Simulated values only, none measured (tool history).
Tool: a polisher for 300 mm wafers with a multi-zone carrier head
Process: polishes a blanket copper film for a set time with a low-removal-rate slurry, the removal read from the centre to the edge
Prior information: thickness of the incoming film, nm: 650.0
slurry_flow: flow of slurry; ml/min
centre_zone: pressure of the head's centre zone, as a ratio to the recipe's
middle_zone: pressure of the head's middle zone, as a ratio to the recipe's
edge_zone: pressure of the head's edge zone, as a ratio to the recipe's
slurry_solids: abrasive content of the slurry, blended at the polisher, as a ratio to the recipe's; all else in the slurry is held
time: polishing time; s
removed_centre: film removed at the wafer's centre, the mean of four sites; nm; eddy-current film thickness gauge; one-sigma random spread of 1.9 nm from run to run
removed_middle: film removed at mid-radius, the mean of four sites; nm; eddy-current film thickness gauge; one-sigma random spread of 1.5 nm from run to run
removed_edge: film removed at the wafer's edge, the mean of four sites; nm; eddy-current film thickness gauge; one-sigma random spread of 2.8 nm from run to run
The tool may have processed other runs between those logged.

run,day,slurry_flow,centre_zone,middle_zone,edge_zone,slurry_solids,time,removed_centre,removed_middle,removed_edge
1,0,185,1,1,1,1,51,138.65,140.5,142.39
2,0.125,190,1.01,1,1.05,1.15,54,153.65,150.6,157.44
3,0.417,190,1.01,1,1.05,1.05,54,151.71,150.79,154.9
4,0.733,190,1.01,1.03,1.05,1.05,54,149.46,152.78,154.18
5,1.088,190,1.01,1.03,1.01,1.05,54,150.23,152.52,156.04
6,1.358,195,1.01,1.04,1,1.15,56,160.61,163.45,160.27

Run 7, settings as shown, results not yet in. Your forecast:
7,1.504,190,1,1.02,1.04,1.25,59,?,?,?

Run 7 produced removed_centre 170.36 nm, removed_middle 169.96 nm, removed_edge 176.26 nm.
